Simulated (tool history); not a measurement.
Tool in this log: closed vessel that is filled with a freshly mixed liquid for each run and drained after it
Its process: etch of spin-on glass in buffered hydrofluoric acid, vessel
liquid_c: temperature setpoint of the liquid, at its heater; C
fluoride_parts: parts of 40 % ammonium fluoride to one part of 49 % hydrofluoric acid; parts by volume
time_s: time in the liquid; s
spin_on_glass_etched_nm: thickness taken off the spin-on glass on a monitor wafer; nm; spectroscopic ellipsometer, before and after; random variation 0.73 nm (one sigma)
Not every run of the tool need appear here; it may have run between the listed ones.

run	day	liquid_c	fluoride_parts	time_s	spin_on_glass_etched_nm
1	0.000	23.0	19	85	174.33
2	0.054	23.5	19	85	177.66
3	0.104	23.5	19	95	198.76
4	0.300	24.5	19	95	210.61
5	0.546	27.5	19	95	247.05
6	0.788	26.0	19	95	227.95
7	0.988	25.0	19	95	217.67

What will run 8 give?
8	1.083	24.0	19	95	?

{"run 8": {"spin_on_glass_etched_nm": 204.1}}

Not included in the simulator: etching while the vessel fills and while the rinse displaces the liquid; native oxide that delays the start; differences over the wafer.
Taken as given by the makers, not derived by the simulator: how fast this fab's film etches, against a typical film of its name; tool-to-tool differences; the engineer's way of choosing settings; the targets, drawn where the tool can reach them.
